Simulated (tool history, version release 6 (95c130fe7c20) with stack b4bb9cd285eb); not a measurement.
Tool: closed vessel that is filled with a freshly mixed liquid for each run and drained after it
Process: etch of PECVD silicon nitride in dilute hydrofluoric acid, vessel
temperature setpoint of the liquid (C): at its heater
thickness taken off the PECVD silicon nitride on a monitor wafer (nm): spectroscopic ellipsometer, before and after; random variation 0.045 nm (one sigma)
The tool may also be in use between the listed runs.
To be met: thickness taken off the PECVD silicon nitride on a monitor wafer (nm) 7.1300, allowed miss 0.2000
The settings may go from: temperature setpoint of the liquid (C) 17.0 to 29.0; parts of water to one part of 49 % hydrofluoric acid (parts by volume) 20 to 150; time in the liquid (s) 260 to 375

| run | hour | temperature setpoint of the liquid (C) | parts of water to one part of 49 % hydrofluoric acid (parts by volume) | time in the liquid (s) | thickness taken off the PECVD silicon nitride on a monitor wafer (nm) |
|---|---|---|---|---|---|
| 1 | 0.0 | 21.0 | 85 | 375 | 11.6090 |
| 2 | 2.5 | 21.0 | 85 | 375 | 11.5560 |
| 3 | 7.8 | 21.0 | 100 | 375 | 9.8639 |
| 4 | 10.3 | 19.5 | 100 | 375 | 8.9235 |
| 5 | 15.7 | 19.5 | 80 | 375 | 11.0090 |
| 6 | 16.4 | 18.5 | 90 | 375 | 9.2155 |
|  | 24.7 | hydrofluoric acid flow meter replaced |
| 7 | 24.7 | 18.0 | 95 | 375 | 7.5816 |
| 8 | 25.7 | 17.5 | 95 | 375 | 7.3323 |

Which of these 5 next moves meets every target?
| A | 26.7 | 18.5 | 95 | 360 | ? |
| B | 26.7 | 20.5 | 115 | 375 | ? |
| C | 26.7 | 17.0 | 85 | 355 | ? |
| D | 26.7 | 18.0 | 80 | 315 | ? |
| E | 26.7 | 17.5 | 85 | 325 | ? |

| move | thickness taken off the PECVD silicon nitride on a monitor wafer (nm) |
|---|---|
| A | 7.6256 |
| B | 7.5579 |
| C | 7.5468 |
| D | 7.6166 |
| E | 7.1551 |
A: further off than the last run
B: further off than the last run
C: further off than the last run
D: further off than the last run
E: meets every target
The right move is E.
